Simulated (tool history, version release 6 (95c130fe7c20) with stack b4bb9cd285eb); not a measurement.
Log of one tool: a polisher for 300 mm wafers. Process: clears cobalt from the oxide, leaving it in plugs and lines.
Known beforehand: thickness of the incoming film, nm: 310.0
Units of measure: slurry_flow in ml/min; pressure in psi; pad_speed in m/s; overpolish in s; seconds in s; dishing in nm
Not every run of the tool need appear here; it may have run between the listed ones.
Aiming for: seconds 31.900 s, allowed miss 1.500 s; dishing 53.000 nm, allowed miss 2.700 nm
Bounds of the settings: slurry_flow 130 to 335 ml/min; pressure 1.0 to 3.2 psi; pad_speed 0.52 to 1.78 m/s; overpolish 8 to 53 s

Run 1, hour 0.0: slurry_flow 215 ml/min, pressure 2.1 psi, pad_speed 1.14 m/s, overpolish 27 s. Result: seconds 38.885 s, dishing 54.365 nm.
Run 2, hour 1.3: slurry_flow 255 ml/min, pressure 2.1 psi, pad_speed 1.14 m/s, overpolish 27 s. Result: seconds 37.627 s, dishing 54.761 nm.
Run 3, hour 4.1: slurry_flow 255 ml/min, pressure 1.8 psi, pad_speed 1.14 m/s, overpolish 27 s. Result: seconds 43.571 s, dishing 53.401 nm.
Run 4, hour 4.9: slurry_flow 255 ml/min, pressure 1.8 psi, pad_speed 1.14 m/s, overpolish 17 s. Result: seconds 44.453 s, dishing 48.223 nm.
Run 5, hour 13.7: slurry_flow 255 ml/min, pressure 2.2 psi, pad_speed 1.14 m/s, overpolish 17 s. Result: seconds 36.588 s, dishing 49.453 nm.
Run 6, hour 18.8: slurry_flow 255 ml/min, pressure 2.2 psi, pad_speed 1.14 m/s, overpolish 18 s. Result: seconds 36.924 s, dishing 50.506 nm.
Run 7, hour 22.0: slurry_flow 255 ml/min, pressure 2.3 psi, pad_speed 1.14 m/s, overpolish 18 s. Result: seconds 35.834 s, dishing 51.285 nm.
Run 8, hour 24.1: slurry_flow 255 ml/min, pressure 2.4 psi, pad_speed 1.14 m/s, overpolish 18 s. Result: seconds 34.392 s, dishing 50.613 nm.

Of the 4 settings listed for the next run, only one would bring every result within its allowed miss of target. Which one?
Run A, hour 26.2: slurry_flow 255 ml/min, pressure 2.3 psi, pad_speed 1.18 m/s, overpolish 20 s. Result: seconds ?, dishing ?.
Run B, hour 26.2: slurry_flow 270 ml/min, pressure 2.5 psi, pad_speed 1.16 m/s, overpolish 19 s. Result: seconds ?, dishing ?.
Run C, hour 26.2: slurry_flow 285 ml/min, pressure 3.2 psi, pad_speed 0.92 m/s, overpolish 12 s. Result: seconds ?, dishing ?.
Run D, hour 26.2: slurry_flow 260 ml/min, pressure 2.4 psi, pad_speed 1.38 m/s, overpolish 16 s. Result: seconds ?, dishing ?.

move  seconds  dishing
   A   34.705   54.224
   B   32.609   54.309
   C   31.508   48.362
   D   29.276   53.566
A: the biggest miss grows against the last run
B: each result inside its tolerance
C: the furthest-off result lands on target, but another misses its tolerance
D: moves the result that the last run missed by most past its target, out the other side
The right move is B.
